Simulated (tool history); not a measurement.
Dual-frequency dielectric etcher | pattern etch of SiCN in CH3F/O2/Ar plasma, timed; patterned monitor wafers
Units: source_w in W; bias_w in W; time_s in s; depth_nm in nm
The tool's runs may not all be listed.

run  hour  source_w  bias_w  time_s  depth_nm
  1     0       360      93    43.5     18.38
  2     7       360      93      40    17.031
  3  12.4       330      90      40    16.016
  4  17.4       330      96      40    16.361
  5  19.8       330      83      40    15.476
  6  23.6       330      83    43.5    16.809

Run 7 comes next. What will it give?
  7  28.2       310      82    43.5         ?

Run 7 gave depth_nm 16.257 nm.
